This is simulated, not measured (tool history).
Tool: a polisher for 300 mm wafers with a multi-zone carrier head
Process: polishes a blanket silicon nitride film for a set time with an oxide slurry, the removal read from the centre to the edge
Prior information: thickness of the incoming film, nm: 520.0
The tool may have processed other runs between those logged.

run	hour	flow of slurry (ml/min)	pressure of the head's centre zone	pressure of the head's middle zone	pressure of the head's edge zone	abrasive content of the slurry	polishing time (s)	film removed at the wafer's centre (Å)	film removed at mid-radius (Å)	film removed at the wafer's edge (Å)
1	0.0	125	1.00	1.00	1.00	1.00	61	330.50	325.91	329.40
2	1.5	125	1.00	1.00	1.04	1.00	61	330.74	330.94	333.92
3	5.1	120	0.99	1.00	1.01	1.00	61	321.22	325.68	335.69
4	6.3	120	1.06	1.00	1.01	1.00	61	344.98	331.21	330.21
5	12.2	120	1.06	1.00	1.01	1.15	61	375.09	353.44	354.50
6	18.6	95	1.06	1.00	1.01	1.15	61	354.75	334.63	345.60
7	21.1	100	1.04	1.00	0.98	1.10	61	341.32	333.75	337.64
8	25.4	105	1.03	0.99	0.96	1.05	61	337.73	320.76	328.71
9	33.6	105	1.02	0.99	0.94	1.00	61	323.77	315.19	316.75
10	34.1	100	1.01	0.99	0.92	1.00	61	316.65	313.53	313.54
11	36.2	100	1.01	0.99	0.92	1.00	61	317.67	311.84	306.31
12	44.9	95	1.00	0.98	0.91	1.00	61	310.08	305.44	309.96
13	45.7	95	0.99	0.98	0.90	1.00	61	306.45	303.96	301.21
14	51.5	90	0.98	0.98	0.89	1.00	61	304.50	304.05	303.17
15	58.8	90	0.97	0.97	0.88	1.00	61	297.35	299.32	301.73
16	66.9	90	0.97	0.97	0.87	1.00	61	299.22	304.23	295.87
17	67.5	90	0.97	0.97	0.87	1.00	61	295.12	299.28	292.26
18	73.2	90	0.96	0.96	0.87	1.00	61	290.47	300.61	305.78
19	78.3	90	0.96	0.96	0.86	1.00	61	298.60	301.15	294.24

Expected results for the next run?
20	84.4	90	0.96	0.95	0.86	1.00	61	?	?	?

{"run 20": {"film removed at the wafer's centre (Å)": 295.14, "film removed at mid-radius (Å)": 297.87, "film removed at the wafer's edge (Å)": 296.5}}

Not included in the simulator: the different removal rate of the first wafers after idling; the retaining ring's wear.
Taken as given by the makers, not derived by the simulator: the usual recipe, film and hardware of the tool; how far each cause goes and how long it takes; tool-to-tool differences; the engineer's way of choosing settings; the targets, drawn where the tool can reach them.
